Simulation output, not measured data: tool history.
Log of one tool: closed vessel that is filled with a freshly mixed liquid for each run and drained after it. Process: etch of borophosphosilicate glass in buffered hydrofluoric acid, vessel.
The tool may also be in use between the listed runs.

run,day,temperature setpoint of the liquid (C),parts of 40 % ammonium fluoride to one part of 49 % hydrofluoric acid (parts by volume),time in the liquid (s),thickness taken off the borophosphosilicate glass on a monitor wafer (angstrom)
1,0,24,12,90,1163.7
2,0.117,25,12,90,1217.1
3,0.312,25.5,12,90,1244.4
4,0.429,26,12,90,1290.7
5,0.692,26.5,12,90,1332.7
6,1.008,26.5,13.5,90,1184.9
7,1.062,27,13.5,90,1190.1
8,1.267,27.5,13.5,90,1249.6
9,1.333,28,13.5,90,1264.8
10,1.371,28.5,13.5,90,1309.7
11,1.538,28.5,13.5,90,1321.7

Forecast run 12:
12,1.746,29,13.5,90,?

{"run 12": {"thickness taken off the borophosphosilicate glass on a monitor wafer (angstrom)": 1359.7}}

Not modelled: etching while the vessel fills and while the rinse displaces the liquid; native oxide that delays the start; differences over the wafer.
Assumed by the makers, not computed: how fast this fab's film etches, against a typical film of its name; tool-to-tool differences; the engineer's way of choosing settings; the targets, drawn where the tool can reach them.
